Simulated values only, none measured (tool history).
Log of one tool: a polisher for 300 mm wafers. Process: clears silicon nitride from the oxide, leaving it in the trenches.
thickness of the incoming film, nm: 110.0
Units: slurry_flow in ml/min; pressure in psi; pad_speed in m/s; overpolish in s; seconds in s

run  hour  slurry_flow  pressure  pad_speed  overpolish  seconds
  1     0          130         2       1.08           6   159.11
  2   7.1          130         2       0.92           6   185.67
  3  14.8          130         2        1.1           6   154.82
  4  23.7          115         2        1.1           6   158.71
  5  26.2           90         2        1.1           6   168.75
  6  28.4           90         2       1.24           6   149.92
  7  29.6          100       2.2       1.24           6   133.68

The next listed run, before its measurement:
  8  32.7          100       2.2       1.24           6        ?

Run 8 gave seconds 134.05 s.
